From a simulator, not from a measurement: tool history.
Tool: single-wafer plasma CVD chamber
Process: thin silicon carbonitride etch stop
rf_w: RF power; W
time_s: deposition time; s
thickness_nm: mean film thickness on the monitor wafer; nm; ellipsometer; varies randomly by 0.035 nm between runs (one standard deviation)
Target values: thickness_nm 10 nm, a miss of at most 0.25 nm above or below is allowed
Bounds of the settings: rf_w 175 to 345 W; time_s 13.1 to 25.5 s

Run 1, hour 0: rf_w 260 W, time_s 19.3 s. Result: thickness_nm 11.789 nm.
Run 2, hour 4.5: rf_w 250 W, time_s 18.8 s. Result: thickness_nm 11.274 nm.
Run 3, hour 5.5: rf_w 275 W, time_s 18.8 s. Result: thickness_nm 11.737 nm.
Run 4, hour 13.2: rf_w 275 W, time_s 20.7 s. Result: thickness_nm 12.921 nm.
Run 5, hour 19.7: rf_w 255 W, time_s 20.7 s. Result: thickness_nm 12.457 nm.
Run 6, hour 26: rf_w 240 W, time_s 20.1 s. Result: thickness_nm 11.831 nm.
Run 7, hour 30.5: rf_w 230 W, time_s 19.7 s. Result: thickness_nm 11.365 nm.
Run 8, hour 32.5: rf_w 220 W, time_s 19.4 s. Result: thickness_nm 10.974 nm.
Run 9, hour 34.2: rf_w 210 W, time_s 19.3 s. Result: thickness_nm 10.736 nm.
Run 10, hour 36.1: rf_w 205 W, time_s 19.2 s. Result: thickness_nm 10.474 nm.
Run 11, hour 42.6: rf_w 205 W, time_s 19.2 s. Result: thickness_nm 10.503 nm.
Run 12, hour 50.8: rf_w 200 W, time_s 19.1 s. Result: thickness_nm 10.366 nm.

Which of these 4 next moves meets every target?
Run A, hour 59: rf_w 205 W, time_s 19.8 s. Result: thickness_nm ?.
Run B, hour 59: rf_w 210 W, time_s 20.3 s. Result: thickness_nm ?.
Run C, hour 59: rf_w 205 W, time_s 18.2 s. Result: thickness_nm ?.
Run D, hour 59: rf_w 195 W, time_s 20.6 s. Result: thickness_nm ?.

move  thickness_nm
   A        10.805
   B        11.206
   C         9.932
   D        10.971
A: the biggest miss grows against the last run
B: the biggest miss grows against the last run
C: hits every target within its allowed miss
D: the biggest miss grows against the last run
C meets every target.
